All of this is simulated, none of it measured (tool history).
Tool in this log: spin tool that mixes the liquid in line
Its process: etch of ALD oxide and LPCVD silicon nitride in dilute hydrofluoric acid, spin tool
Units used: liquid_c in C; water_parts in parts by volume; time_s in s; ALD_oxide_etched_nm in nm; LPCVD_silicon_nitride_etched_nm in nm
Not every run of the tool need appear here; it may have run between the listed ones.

run	hour	liquid_c	water_parts	time_s	ALD_oxide_etched_nm	LPCVD_silicon_nitride_etched_nm
1	0	21	155	180	15.168	0.49652
2	6.4	21	155	130	10.959	0.3771
3	14.6	21	165	130	10.152	0.33058
4	19.5	21	170	130	9.9089	0.30543
5	25	21	125	130	13.951	0.45607
6	31.2	24	125	130	15.881	0.54479
7	33.2	23	140	130	13.4	0.44031
8	40.4	22	150	130	11.938	0.42281
9	45.6	21.5	160	130	10.819	0.35401
10	46.6	21.5	160	130	10.874	0.37744
11	54.8	21	165	130	10.148	0.35296
12	56.1	20.5	170	130	9.7271	0.35294

The next listed run, before its measurement:
13	63.3	20.5	170	130	?	?

ALD_oxide_etched_nm: 9.6002 nm
LPCVD_silicon_nitride_etched_nm: 0.35332 nm
